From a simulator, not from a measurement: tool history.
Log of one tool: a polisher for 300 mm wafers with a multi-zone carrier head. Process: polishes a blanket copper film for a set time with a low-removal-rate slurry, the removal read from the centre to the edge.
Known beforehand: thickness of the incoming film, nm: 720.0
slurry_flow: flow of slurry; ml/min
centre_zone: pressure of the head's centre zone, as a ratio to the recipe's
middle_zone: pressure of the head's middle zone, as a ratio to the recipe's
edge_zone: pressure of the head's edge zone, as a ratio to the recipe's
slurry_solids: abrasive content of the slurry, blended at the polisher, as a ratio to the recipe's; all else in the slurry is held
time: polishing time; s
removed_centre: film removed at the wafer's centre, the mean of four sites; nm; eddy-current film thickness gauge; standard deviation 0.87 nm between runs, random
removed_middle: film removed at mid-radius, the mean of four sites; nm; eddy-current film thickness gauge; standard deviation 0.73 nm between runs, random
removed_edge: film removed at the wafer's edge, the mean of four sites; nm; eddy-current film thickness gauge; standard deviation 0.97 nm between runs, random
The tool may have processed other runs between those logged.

run 1 hour=0.0 | slurry_flow=165 centre_zone=1.00 middle_zone=1.00 edge_zone=1.00 slurry_solids=1.00 time=50 | removed_centre=93.747 removed_middle=95.693 removed_edge=93.382
run 2 hour=5.3 | slurry_flow=160 centre_zone=0.98 middle_zone=0.98 edge_zone=0.99 slurry_solids=0.90 time=49 | removed_centre=85.906 removed_middle=89.037 removed_edge=89.546
run 3 hour=11.2 | slurry_flow=160 centre_zone=1.02 middle_zone=0.98 edge_zone=0.99 slurry_solids=0.90 time=49 | removed_centre=87.580 removed_middle=89.642 removed_edge=89.630
run 4 hour=15.3 | slurry_flow=160 centre_zone=1.02 middle_zone=0.98 edge_zone=0.92 slurry_solids=0.90 time=49 | removed_centre=91.793 removed_middle=90.406 removed_edge=85.684
run 5 hour=17.2 | slurry_flow=160 centre_zone=1.02 middle_zone=0.98 edge_zone=0.92 slurry_solids=0.70 time=49 | removed_centre=86.982 removed_middle=84.913 removed_edge=79.837
run 6 hour=22.8 | slurry_flow=155 centre_zone=1.00 middle_zone=0.97 edge_zone=0.92 slurry_solids=0.65 time=49 | removed_centre=82.779 removed_middle=81.266 removed_edge=79.009
run 7 hour=26.3 | slurry_flow=150 centre_zone=0.98 middle_zone=0.96 edge_zone=0.91 slurry_solids=0.65 time=49 | removed_centre=78.637 removed_middle=81.389 removed_edge=78.649
run 8 hour=27.0 | slurry_flow=145 centre_zone=0.97 middle_zone=0.95 edge_zone=0.90 slurry_solids=0.65 time=49 | removed_centre=79.748 removed_middle=80.367 removed_edge=77.596
run 9 hour=28.3 | slurry_flow=140 centre_zone=0.95 middle_zone=0.94 edge_zone=0.90 slurry_solids=0.65 time=49 | removed_centre=78.204 removed_middle=78.723 removed_edge=81.123
run 10 hour=32.1 | slurry_flow=140 centre_zone=0.94 middle_zone=0.94 edge_zone=0.90 slurry_solids=0.65 time=48 | removed_centre=75.308 removed_middle=77.342 removed_edge=75.541
run 11 hour=36.1 | slurry_flow=140 centre_zone=0.94 middle_zone=0.94 edge_zone=0.90 slurry_solids=0.65 time=48 | removed_centre=75.591 removed_middle=77.889 removed_edge=76.709

The next listed run, before its measurement:
run 12 hour=40.5 | slurry_flow=140 centre_zone=0.94 middle_zone=0.94 edge_zone=0.90 slurry_solids=0.65 time=48 | removed_centre=? removed_middle=? removed_edge=?

{"run 12": {"removed_centre": 75.196, "removed_middle": 77.98, "removed_edge": 78.422}}
